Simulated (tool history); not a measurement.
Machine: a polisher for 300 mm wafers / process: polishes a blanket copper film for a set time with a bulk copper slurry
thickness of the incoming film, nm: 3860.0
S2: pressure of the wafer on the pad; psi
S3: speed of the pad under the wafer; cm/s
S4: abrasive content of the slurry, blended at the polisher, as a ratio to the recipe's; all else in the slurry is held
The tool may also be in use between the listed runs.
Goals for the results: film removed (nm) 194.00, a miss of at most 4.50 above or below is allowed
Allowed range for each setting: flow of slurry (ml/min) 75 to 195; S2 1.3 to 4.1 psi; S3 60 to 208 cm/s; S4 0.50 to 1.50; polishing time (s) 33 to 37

{"run": 1, "hour": 0.0, "flow of slurry (ml/min)": 125, "S2": 2.7, "S3": 134, "S4": 1.0, "polishing time (s)": 37, "film removed (nm)": 370.7}
{"run": 2, "hour": 6.8, "flow of slurry (ml/min)": 115, "S2": 2.3, "S3": 132, "S4": 1.0, "polishing time (s)": 37, "film removed (nm)": 302.62}
{"run": 3, "hour": 13.5, "flow of slurry (ml/min)": 135, "S2": 2.3, "S3": 132, "S4": 1.0, "polishing time (s)": 37, "film removed (nm)": 312.62}
{"run": 4, "hour": 20.9, "flow of slurry (ml/min)": 145, "S2": 2.3, "S3": 132, "S4": 1.0, "polishing time (s)": 37, "film removed (nm)": 315.65}
{"run": 5, "hour": 25.8, "flow of slurry (ml/min)": 135, "S2": 2.0, "S3": 130, "S4": 1.0, "polishing time (s)": 37, "film removed (nm)": 268.36}
{"run": 6, "hour": 33.2, "flow of slurry (ml/min)": 135, "S2": 2.0, "S3": 104, "S4": 1.0, "polishing time (s)": 37, "film removed (nm)": 217.65}
{"run": 7, "hour": 39.5, "flow of slurry (ml/min)": 100, "S2": 1.8, "S3": 104, "S4": 1.0, "polishing time (s)": 37, "film removed (nm)": 182.73}
{"run": 8, "hour": 45.8, "flow of slurry (ml/min)": 105, "S2": 1.8, "S3": 104, "S4": 1.0, "polishing time (s)": 37, "film removed (nm)": 186.57}
{"run": 9, "hour": 48.4, "flow of slurry (ml/min)": 110, "S2": 1.8, "S3": 104, "S4": 1.0, "polishing time (s)": 37, "film removed (nm)": 187.38}

Of the 4 settings listed for the next run, only one would bring every result within its allowed miss of target. Which one?
{"run": "A", "hour": 51.0, "flow of slurry (ml/min)": 80, "S2": 2.1, "S3": 104, "S4": 0.9, "polishing time (s)": 37, "film removed (nm)": "?"}
{"run": "B", "hour": 51.0, "flow of slurry (ml/min)": 105, "S2": 2.5, "S3": 82, "S4": 1.05, "polishing time (s)": 33, "film removed (nm)": "?"}
{"run": "C", "hour": 51.0, "flow of slurry (ml/min)": 115, "S2": 1.9, "S3": 112, "S4": 1.1, "polishing time (s)": 35, "film removed (nm)": "?"}
{"run": "D", "hour": 51.0, "flow of slurry (ml/min)": 100, "S2": 1.7, "S3": 122, "S4": 1.1, "polishing time (s)": 36, "film removed (nm)": "?"}

move=A film_removed_(nm)=194.31
move=B film_removed_(nm)=182.88
move=C film_removed_(nm)=207.33
move=D film_removed_(nm)=200.89
A: each result inside its tolerance
B: the biggest miss grows against the last run
C: moves the result that the last run missed by most past its target, out the other side
D: moves the result that the last run missed by most past its target, out the other side
Answer: A

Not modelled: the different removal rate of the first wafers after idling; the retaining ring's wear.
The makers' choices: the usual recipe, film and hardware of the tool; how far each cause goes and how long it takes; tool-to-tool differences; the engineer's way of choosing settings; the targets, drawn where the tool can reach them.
